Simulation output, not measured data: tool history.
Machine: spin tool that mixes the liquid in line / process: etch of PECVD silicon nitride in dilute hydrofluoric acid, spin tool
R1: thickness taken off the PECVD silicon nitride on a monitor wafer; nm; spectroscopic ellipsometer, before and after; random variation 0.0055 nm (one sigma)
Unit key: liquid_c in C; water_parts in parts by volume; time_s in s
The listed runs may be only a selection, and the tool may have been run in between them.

run 1 hour=0.0 | liquid_c=24.0 water_parts=255 time_s=65 | R1=0.82321
run 2 hour=5.0 | liquid_c=23.0 water_parts=255 time_s=65 | R1=0.75884
run 3 hour=13.5 | liquid_c=23.0 water_parts=210 time_s=65 | R1=0.92157
run 4 hour=21.1 | liquid_c=23.0 water_parts=210 time_s=65 | R1=0.93085
run 5 hour=22.2 | liquid_c=22.0 water_parts=215 time_s=65 | R1=0.84508
run 6 hour=28.7 | liquid_c=18.5 water_parts=215 time_s=65 | R1=0.67693

What does the tool deliver on the next run?
run 7 hour=34.6 | liquid_c=18.5 water_parts=220 time_s=65 | R1=?

R1: 0.65900 nm

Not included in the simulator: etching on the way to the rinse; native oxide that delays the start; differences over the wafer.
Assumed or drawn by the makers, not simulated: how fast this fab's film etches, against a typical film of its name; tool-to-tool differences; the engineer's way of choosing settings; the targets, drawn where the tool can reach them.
